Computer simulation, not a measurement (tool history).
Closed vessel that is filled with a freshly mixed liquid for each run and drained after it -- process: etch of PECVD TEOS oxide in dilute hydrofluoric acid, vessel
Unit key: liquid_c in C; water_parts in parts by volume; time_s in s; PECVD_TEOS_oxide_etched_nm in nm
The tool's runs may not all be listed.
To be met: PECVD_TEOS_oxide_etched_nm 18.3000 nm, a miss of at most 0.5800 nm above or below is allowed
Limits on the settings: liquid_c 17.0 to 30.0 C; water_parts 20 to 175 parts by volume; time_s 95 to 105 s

run 1 day=0.000 | liquid_c=22.0 water_parts=95 time_s=95 | PECVD_TEOS_oxide_etched_nm=11.2530
run 2 day=0.117 | liquid_c=22.0 water_parts=130 time_s=95 | PECVD_TEOS_oxide_etched_nm=7.8128
run 3 day=0.283 | liquid_c=23.5 water_parts=120 time_s=95 | PECVD_TEOS_oxide_etched_nm=9.0443
run 4 day=0.458 | liquid_c=24.5 water_parts=110 time_s=95 | PECVD_TEOS_oxide_etched_nm=10.4220
run 5 day=0.650 | liquid_c=25.5 water_parts=105 time_s=95 | PECVD_TEOS_oxide_etched_nm=11.3930
run 6 day=0.992 | liquid_c=28.0 water_parts=105 time_s=95 | PECVD_TEOS_oxide_etched_nm=12.3820
run 7 day=1.183 | liquid_c=28.5 water_parts=100 time_s=95 | PECVD_TEOS_oxide_etched_nm=13.4840
run 8 day=1.475 | liquid_c=30.0 water_parts=75 time_s=95 | PECVD_TEOS_oxide_etched_nm=20.1350
run 9 day=1.775 | liquid_c=29.5 water_parts=75 time_s=95 | PECVD_TEOS_oxide_etched_nm=19.1580
run 10 day=1.854 | liquid_c=29.0 water_parts=75 time_s=95 | PECVD_TEOS_oxide_etched_nm=19.2080

Next run, 5 choices. One meets every target within its allowed miss, the rest don't. Which?
run A day=1.933 | liquid_c=28.5 water_parts=90 time_s=105 | PECVD_TEOS_oxide_etched_nm=?
run B day=1.933 | liquid_c=28.0 water_parts=80 time_s=95 | PECVD_TEOS_oxide_etched_nm=?
run C day=1.933 | liquid_c=27.0 water_parts=75 time_s=100 | PECVD_TEOS_oxide_etched_nm=?
run D day=1.933 | liquid_c=29.5 water_parts=85 time_s=95 | PECVD_TEOS_oxide_etched_nm=?
run E day=1.933 | liquid_c=26.0 water_parts=75 time_s=95 | PECVD_TEOS_oxide_etched_nm=?

move=A PECVD_TEOS_oxide_etched_nm=16.6840
move=B PECVD_TEOS_oxide_etched_nm=16.8910
move=C PECVD_TEOS_oxide_etched_nm=18.3650
move=D PECVD_TEOS_oxide_etched_nm=16.7240
move=E PECVD_TEOS_oxide_etched_nm=16.7710
A: the result that was furthest off in the last run now lies on the other side of its target
B: the result that was furthest off in the last run now lies on the other side of its target
C: every result within its allowed miss
D: the result that was furthest off in the last run now lies on the other side of its target
E: the result that was furthest off in the last run now lies on the other side of its target
Answer: C

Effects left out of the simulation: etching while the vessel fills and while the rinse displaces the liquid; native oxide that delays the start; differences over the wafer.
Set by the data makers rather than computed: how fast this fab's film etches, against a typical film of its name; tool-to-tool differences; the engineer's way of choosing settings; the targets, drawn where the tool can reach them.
